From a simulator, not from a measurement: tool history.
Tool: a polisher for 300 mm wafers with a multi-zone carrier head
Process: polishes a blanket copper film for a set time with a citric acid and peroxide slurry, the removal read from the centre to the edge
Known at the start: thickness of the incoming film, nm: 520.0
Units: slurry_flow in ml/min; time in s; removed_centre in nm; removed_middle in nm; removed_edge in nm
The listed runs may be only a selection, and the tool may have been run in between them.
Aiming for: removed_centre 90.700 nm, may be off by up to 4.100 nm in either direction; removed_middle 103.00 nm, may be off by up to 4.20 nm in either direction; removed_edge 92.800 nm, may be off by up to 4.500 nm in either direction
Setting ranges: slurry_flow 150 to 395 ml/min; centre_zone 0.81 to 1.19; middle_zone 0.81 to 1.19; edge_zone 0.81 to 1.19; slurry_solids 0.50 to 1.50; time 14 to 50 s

{"run": 1, "day": 0.0, "slurry_flow": 250, "centre_zone": 1.0, "middle_zone": 1.0, "edge_zone": 1.0, "slurry_solids": 1.0, "time": 32, "removed_centre": 115.16, "removed_middle": 113.45, "removed_edge": 112.61}
{"run": 2, "day": 0.2, "slurry_flow": 250, "centre_zone": 0.98, "middle_zone": 1.01, "edge_zone": 0.98, "slurry_solids": 0.95, "time": 32, "removed_centre": 110.36, "removed_middle": 112.12, "removed_edge": 110.6}
{"run": 3, "day": 0.417, "slurry_flow": 250, "centre_zone": 0.94, "middle_zone": 1.01, "edge_zone": 0.98, "slurry_solids": 0.95, "time": 32, "removed_centre": 110.07, "removed_middle": 114.43, "removed_edge": 112.25}
{"run": 4, "day": 0.496, "slurry_flow": 250, "centre_zone": 0.98, "middle_zone": 1.01, "edge_zone": 0.98, "slurry_solids": 0.95, "time": 32, "removed_centre": 109.56, "removed_middle": 114.39, "removed_edge": 109.51}
{"run": 5, "day": 0.65, "slurry_flow": 250, "centre_zone": 0.98, "middle_zone": 0.94, "edge_zone": 0.98, "slurry_solids": 0.95, "time": 32, "removed_centre": 109.25, "removed_middle": 106.25, "removed_edge": 109.71}
{"run": 6, "day": 0.758, "slurry_flow": 250, "centre_zone": 0.97, "middle_zone": 0.95, "edge_zone": 0.96, "slurry_solids": 0.9, "time": 32, "removed_centre": 109.92, "removed_middle": 105.75, "removed_edge": 105.7}
{"run": 7, "day": 0.896, "slurry_flow": 245, "centre_zone": 0.94, "middle_zone": 0.97, "edge_zone": 0.95, "slurry_solids": 0.85, "time": 32, "removed_centre": 106.46, "removed_middle": 108.11, "removed_edge": 105.64}
{"run": 8, "day": 1.242, "slurry_flow": 240, "centre_zone": 0.92, "middle_zone": 0.98, "edge_zone": 0.94, "slurry_solids": 0.8, "time": 32, "removed_centre": 100.71, "removed_middle": 107.39, "removed_edge": 103.47}
{"run": 9, "day": 1.308, "slurry_flow": 235, "centre_zone": 0.91, "middle_zone": 0.98, "edge_zone": 0.93, "slurry_solids": 0.75, "time": 32, "removed_centre": 98.671, "removed_middle": 105.77, "removed_edge": 101.4}
{"run": 10, "day": 1.65, "slurry_flow": 230, "centre_zone": 0.9, "middle_zone": 0.98, "edge_zone": 0.92, "slurry_solids": 0.75, "time": 32, "removed_centre": 98.746, "removed_middle": 102.84, "removed_edge": 100.51}
{"run": 11, "day": 1.883, "slurry_flow": 230, "centre_zone": 0.89, "middle_zone": 0.99, "edge_zone": 0.91, "slurry_solids": 0.7, "time": 32, "removed_centre": 95.821, "removed_middle": 103.93, "removed_edge": 97.57}
{"run": 12, "day": 2.017, "slurry_flow": 230, "centre_zone": 0.88, "middle_zone": 0.99, "edge_zone": 0.9, "slurry_solids": 0.7, "time": 32, "removed_centre": 94.9, "removed_middle": 103.54, "removed_edge": 98.496}
{"run": 13, "day": 2.042, "slurry_flow": 230, "centre_zone": 0.88, "middle_zone": 1.0, "edge_zone": 0.89, "slurry_solids": 0.7, "time": 32, "removed_centre": 95.367, "removed_middle": 105.79, "removed_edge": 99.086}

Consider the 4 candidate settings below. Which is the only one whose results all fall within their allowed miss of target?
{"run": "A", "day": 2.067, "slurry_flow": 215, "centre_zone": 0.9, "middle_zone": 1.05, "edge_zone": 0.88, "slurry_solids": 0.7, "time": 30, "removed_centre": "?", "removed_middle": "?", "removed_edge": "?"}
{"run": "B", "day": 2.067, "slurry_flow": 150, "centre_zone": 0.84, "middle_zone": 0.94, "edge_zone": 0.88, "slurry_solids": 0.9, "time": 35, "removed_centre": "?", "removed_middle": "?", "removed_edge": "?"}
{"run": "C", "day": 2.067, "slurry_flow": 200, "centre_zone": 0.85, "middle_zone": 0.9, "edge_zone": 0.94, "slurry_solids": 0.8, "time": 34, "removed_centre": "?", "removed_middle": "?", "removed_edge": "?"}
{"run": "D", "day": 2.067, "slurry_flow": 260, "centre_zone": 0.98, "middle_zone": 1.09, "edge_zone": 0.81, "slurry_solids": 0.5, "time": 32, "removed_centre": "?", "removed_middle": "?", "removed_edge": "?"}

move=A removed_centre=87.204 removed_middle=101.51 removed_edge=91.365
move=B removed_centre=94.751 removed_middle=106.85 removed_edge=107.380
move=C removed_centre=95.839 removed_middle=102.67 removed_edge=108.930
move=D removed_centre=95.953 removed_middle=107.52 removed_edge=89.792
A: all results in spec
B: moves away from the targets compared with the last run
C: moves away from the targets compared with the last run
D: puts the biggest miss on target and leaves a different result outside tolerance
A is the move that brings every result within its allowed miss.
